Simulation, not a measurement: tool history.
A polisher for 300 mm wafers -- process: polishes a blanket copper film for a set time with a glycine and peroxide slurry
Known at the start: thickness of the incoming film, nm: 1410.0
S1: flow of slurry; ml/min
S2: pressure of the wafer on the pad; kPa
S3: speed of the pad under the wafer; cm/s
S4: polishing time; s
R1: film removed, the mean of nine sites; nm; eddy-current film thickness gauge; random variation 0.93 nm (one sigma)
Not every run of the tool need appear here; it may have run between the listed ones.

run  hour   S1    S2   S3  S4      R1
  1   0.0  175  21.4  118  39  246.10
  2   0.7  195  21.4  118  39  250.20
  3   7.5  190  18.6  110  39  212.09
  4  11.6  185  16.5  104  39  184.54
  5  20.4  185  19.3  104  39  214.21
  6  26.3  185  19.3   90  39  192.21

What will run 7 give?
  7  27.5  180  17.2  88  39   ?

{"run 7": {"R1": 168.36}}

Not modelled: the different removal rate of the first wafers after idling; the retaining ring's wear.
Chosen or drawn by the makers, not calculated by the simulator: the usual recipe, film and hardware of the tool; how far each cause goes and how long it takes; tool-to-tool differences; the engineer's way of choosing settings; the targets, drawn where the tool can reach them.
